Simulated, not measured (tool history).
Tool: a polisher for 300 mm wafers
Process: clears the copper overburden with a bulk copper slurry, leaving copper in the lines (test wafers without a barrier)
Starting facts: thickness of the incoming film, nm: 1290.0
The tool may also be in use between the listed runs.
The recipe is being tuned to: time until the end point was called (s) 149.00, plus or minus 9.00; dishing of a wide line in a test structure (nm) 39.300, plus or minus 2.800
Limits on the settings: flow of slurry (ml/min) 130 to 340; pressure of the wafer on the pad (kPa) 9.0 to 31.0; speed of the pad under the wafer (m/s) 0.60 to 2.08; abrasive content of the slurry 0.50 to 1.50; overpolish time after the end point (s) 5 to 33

| run | hour | flow of slurry (ml/min) | pressure of the wafer on the pad (kPa) | speed of the pad under the wafer (m/s) | abrasive content of the slurry | overpolish time after the end point (s) | time until the end point was called (s) | dishing of a wide line in a test structure (nm) |
|---|---|---|---|---|---|---|---|---|
| 1 | 0.0 | 220 | 20.0 | 1.34 | 1.00 | 17 | 109.36 | 39.020 |
| 2 | 1.8 | 220 | 20.0 | 1.34 | 0.85 | 17 | 114.83 | 38.775 |
| 3 | 3.9 | 220 | 20.0 | 1.34 | 0.85 | 10 | 112.09 | 34.902 |
| 4 | 11.7 | 220 | 20.0 | 1.34 | 0.75 | 10 | 119.05 | 34.949 |
| 5 | 17.5 | 220 | 19.3 | 1.32 | 0.75 | 12 | 123.81 | 35.579 |
| 6 | 24.1 | 220 | 19.3 | 1.32 | 0.85 | 12 | 119.03 | 35.873 |
| 7 | 25.0 | 220 | 18.6 | 1.30 | 0.85 | 14 | 124.73 | 34.979 |
| 8 | 27.6 | 185 | 24.1 | 0.94 | 0.65 | 9 | 145.55 | 31.661 |
| 9 | 34.3 | 190 | 23.4 | 0.94 | 0.65 | 13 | 152.33 | 36.429 |
| 10 | 38.2 | 190 | 23.4 | 0.94 | 0.65 | 14 | 143.48 | 35.226 |

Which one of the following 4 next-run settings gets every result inside its allowed miss? There is exactly one.
| A | 42.1 | 200 | 24.1 | 0.98 | 0.55 | 24 | ? | ? |
| B | 42.1 | 185 | 27.6 | 0.86 | 0.55 | 10 | ? | ? |
| C | 42.1 | 210 | 25.5 | 0.84 | 0.65 | 12 | ? | ? |
| D | 42.1 | 130 | 27.6 | 0.80 | 0.85 | 10 | ? | ? |

| move | time until the end point was called (s) | dishing of a wide line in a test structure (nm) |
|---|---|---|
| A | 144.43 | 39.282 |
| B | 144.57 | 32.974 |
| C | 150.18 | 34.533 |
| D | 140.69 | 33.313 |
A: hits every target within its allowed miss
B: the biggest miss grows against the last run
C: the biggest miss grows against the last run
D: the biggest miss grows against the last run
A is the move that brings every result within its allowed miss.
